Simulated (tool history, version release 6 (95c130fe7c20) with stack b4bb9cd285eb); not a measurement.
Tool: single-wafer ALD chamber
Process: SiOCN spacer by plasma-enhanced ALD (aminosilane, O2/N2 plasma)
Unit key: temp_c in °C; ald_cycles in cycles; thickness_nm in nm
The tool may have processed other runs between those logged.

Run 1, hour 0.0: temp_c 375 °C, ald_cycles 77 cycles. Result: thickness_nm 4.4892 nm.
Run 2, hour 1.0: temp_c 375 °C, ald_cycles 70 cycles. Result: thickness_nm 4.0770 nm.
Run 3, hour 9.8: temp_c 383 °C, ald_cycles 70 cycles. Result: thickness_nm 4.0850 nm.
Run 4, hour 16.1: temp_c 383 °C, ald_cycles 67 cycles. Result: thickness_nm 3.9347 nm.
Run 5, hour 21.6: temp_c 378 °C, ald_cycles 67 cycles. Result: thickness_nm 3.9198 nm.
At hour 22.3: thermocouple changed; heater temperature recalibrated.
Run 6, hour 22.3: temp_c 378 °C, ald_cycles 71 cycles. Result: thickness_nm 4.1570 nm.
Run 7, hour 30.1: temp_c 378 °C, ald_cycles 68 cycles. Result: thickness_nm 3.9873 nm.
Run 8, hour 36.9: temp_c 378 °C, ald_cycles 66 cycles. Result: thickness_nm 3.8677 nm.
Run 9, hour 40.4: temp_c 378 °C, ald_cycles 66 cycles. Result: thickness_nm 3.8574 nm.
Run 10, hour 42.3: temp_c 378 °C, ald_cycles 65 cycles. Result: thickness_nm 3.7952 nm.

What does the tool deliver on the next run?
Run 11, hour 46.5: temp_c 378 °C, ald_cycles 64 cycles. Result: thickness_nm ?.

{"run 11": {"thickness_nm": 3.7063}}
